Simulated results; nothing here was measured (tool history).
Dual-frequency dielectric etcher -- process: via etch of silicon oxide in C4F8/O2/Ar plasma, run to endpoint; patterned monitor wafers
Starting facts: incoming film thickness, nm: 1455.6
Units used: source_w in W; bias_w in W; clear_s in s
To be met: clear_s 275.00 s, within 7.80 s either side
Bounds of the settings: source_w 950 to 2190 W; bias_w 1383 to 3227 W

run  hour  source_w  bias_w  clear_s
  1   0.0      1570    2305   310.39
  2   0.8      1570    2156   314.68
  3   4.3      1570    1844   337.36
  4  10.1      1730    1981   314.54
  5  18.2      1850    2062   301.17
  6  23.1      1980    2062   291.11
  7  30.7      2030    2094   288.99
  8  34.7      2070    2137   281.23

Next run, 5 choices. One meets every target within its allowed miss, the rest don't. Which?
  A  38.7      1910    1977        ?
  B  38.7      2020    2076        ?
  C  38.7      1850    2315        ?
  D  38.7      2190    2131        ?
  E  38.7      1990    2019        ?

move  clear_s
   A   298.79
   B   286.91
   C   286.19
   D   274.94
   E   291.56
A: further off than the last run
B: further off than the last run
C: further off than the last run
D: every result lands within tolerance
E: further off than the last run
D is the move that brings every result within its allowed miss.
